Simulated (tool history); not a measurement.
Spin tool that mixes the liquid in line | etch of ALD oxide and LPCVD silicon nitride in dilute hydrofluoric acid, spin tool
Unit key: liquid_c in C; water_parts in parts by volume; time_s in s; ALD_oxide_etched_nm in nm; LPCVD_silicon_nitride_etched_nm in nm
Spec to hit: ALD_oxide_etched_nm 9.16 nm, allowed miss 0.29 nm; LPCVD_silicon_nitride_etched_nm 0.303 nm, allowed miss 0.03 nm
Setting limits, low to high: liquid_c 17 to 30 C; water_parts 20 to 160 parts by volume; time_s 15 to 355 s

| run | day | liquid_c | water_parts | time_s | ALD_oxide_etched_nm | LPCVD_silicon_nitride_etched_nm |
|---|---|---|---|---|---|---|
| 1 | 0 | 22 | 90 | 180 | 23.81 | 0.85026 |
| 2 | 0.267 | 21.5 | 100 | 180 | 20.954 | 0.71733 |
| 3 | 0.483 | 21.5 | 110 | 180 | 18.783 | 0.63691 |
| 4 | 0.579 | 21.5 | 115 | 175 | 17.253 | 0.61796 |
| 5 | 0.908 | 21.5 | 115 | 225 | 22.166 | 0.82905 |
| 6 | 1.162 | 21 | 120 | 220 | 20.339 | 0.75116 |
| 7 | 1.458 | 20.5 | 125 | 215 | 18.793 | 0.67593 |
| 8 | 1.75 | 20 | 130 | 210 | 17.134 | 0.6147 |
| 9 | 1.867 | 19.5 | 135 | 205 | 15.669 | 0.54305 |
| 10 | 2.075 | 19.5 | 140 | 200 | 14.495 | 0.51192 |
| 11 | 2.196 | 19.5 | 145 | 195 | 13.797 | 0.4747 |
| 12 | 2.329 | 19.5 | 145 | 190 | 13.457 | 0.46873 |
| 13 | 2.646 | 19.5 | 145 | 185 | 13.116 | 0.49068 |

Consider the 5 candidate settings below. Which is the only one whose results all fall within their allowed miss of target?
| A | 2.962 | 27 | 160 | 110 | ? | ? |
| B | 2.962 | 17.5 | 150 | 145 | ? | ? |
| C | 2.962 | 20.5 | 120 | 190 | ? | ? |
| D | 2.962 | 19.5 | 150 | 155 | ? | ? |
| E | 2.962 | 17.5 | 160 | 150 | ? | ? |

| move | ALD_oxide_etched_nm | LPCVD_silicon_nitride_etched_nm |
|---|---|---|
| A | 9.2286 | 0.4072 |
| B | 9.0751 | 0.30728 |
| C | 17.319 | 0.61285 |
| D | 10.517 | 0.37609 |
| E | 8.7159 | 0.29869 |
A: the furthest-off result lands on target, but another misses its tolerance
B: meets every target
C: misses by more than the last run did
D: moves toward the targets from the last run without getting all of them in spec
E: pushes the last run's worst result past its target
So the answer is move B, the one that meets all the targets.
